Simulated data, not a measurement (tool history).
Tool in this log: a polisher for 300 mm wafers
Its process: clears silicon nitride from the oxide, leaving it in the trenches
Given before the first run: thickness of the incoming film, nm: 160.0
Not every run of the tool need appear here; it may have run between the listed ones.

run	day	flow of slurry (ml/min)	pressure of the wafer on the pad (psi)	speed of the pad under the wafer (m/s)	overpolish time after the end point (s)	time until the end point was called (s)
1	0.000	260	2.7	1.16	10	209.17
2	0.212	260	2.6	1.16	10	219.18
3	0.383	260	2.6	1.16	8	217.49
4	0.488	195	2.6	1.16	8	223.62
5	0.533	195	2.5	1.16	8	231.52
# day 0.617: head pressure recalibrated
6	0.617	195	2.4	1.16	8	215.02
7	0.683	195	2.4	1.10	8	228.62

What does the tool deliver on the next run?
8	1.038	195	2.3	1.06	8	?

time until the end point was called (s): 251.49
